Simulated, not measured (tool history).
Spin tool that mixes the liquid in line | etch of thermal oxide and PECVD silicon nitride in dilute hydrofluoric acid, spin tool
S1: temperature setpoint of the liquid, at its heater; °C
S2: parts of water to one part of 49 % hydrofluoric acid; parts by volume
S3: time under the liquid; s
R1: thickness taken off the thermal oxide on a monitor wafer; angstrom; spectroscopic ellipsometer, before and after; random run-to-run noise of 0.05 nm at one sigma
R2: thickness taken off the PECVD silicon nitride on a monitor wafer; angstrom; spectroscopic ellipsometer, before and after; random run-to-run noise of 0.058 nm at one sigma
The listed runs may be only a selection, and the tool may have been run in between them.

Run 1, day 0: S1 20 °C, S2 220 parts by volume, S3 180 s. Result: R1 26.922 angstrom, R2 18.571 angstrom.
Run 2, day 0.133: S1 20 °C, S2 270 parts by volume, S3 180 s. Result: R1 20.519 angstrom, R2 15.339 angstrom.
Run 3, day 0.229: S1 22 °C, S2 270 parts by volume, S3 180 s. Result: R1 22.569 angstrom, R2 16.646 angstrom.
Run 4, day 0.512: S1 22 °C, S2 270 parts by volume, S3 225 s. Result: R1 28.147 angstrom, R2 21.329 angstrom.
Run 5, day 0.592: S1 22 °C, S2 320 parts by volume, S3 225 s. Result: R1 22.153 angstrom, R2 18.118 angstrom.
Run 6, day 0.733: S1 22 °C, S2 255 parts by volume, S3 225 s. Result: R1 29.781 angstrom, R2 21.754 angstrom.

Expected results for the next run?
Run 7, day 0.95: S1 23 °C, S2 220 parts by volume, S3 215 s. Result: R1 ?, R2 ?.

{"run 7": {"R1": 36.101, "R2": 26.375}}
